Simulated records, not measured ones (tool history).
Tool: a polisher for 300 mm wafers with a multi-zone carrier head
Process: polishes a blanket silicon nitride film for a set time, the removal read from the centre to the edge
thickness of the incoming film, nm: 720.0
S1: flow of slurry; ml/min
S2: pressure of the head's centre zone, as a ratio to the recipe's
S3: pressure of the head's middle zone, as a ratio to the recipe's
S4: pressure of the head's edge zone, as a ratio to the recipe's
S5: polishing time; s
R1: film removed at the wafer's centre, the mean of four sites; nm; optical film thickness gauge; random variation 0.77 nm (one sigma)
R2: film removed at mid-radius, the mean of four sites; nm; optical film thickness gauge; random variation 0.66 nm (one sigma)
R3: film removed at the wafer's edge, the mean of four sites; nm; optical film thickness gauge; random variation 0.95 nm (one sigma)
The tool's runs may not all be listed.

run	day	S1	S2	S3	S4	S5	R1	R2	R3
1	0	305	1	1	1	46	113.03	111.66	116.72
2	0.229	305	0.98	1	0.98	44	104.32	108.35	106.55
3	0.271	250	0.98	1	0.98	44	103.17	105.8	105.63
4	0.304	195	0.98	1	0.98	44	101.11	102.86	101.8
5	0.646	195	0.98	1	1.01	44	99.469	102.25	103.86
6	0.917	195	0.96	1	1.01	43	95.999	99.471	104.01
7	1.096	195	0.94	1	1	42	91.239	98.111	102.43

The next listed run, before its measurement:
8	1.179	195	0.93	1	0.98	41	?	?	?

R1: 89.598 nm
R2: 95.302 nm
R3: 96.753 nm
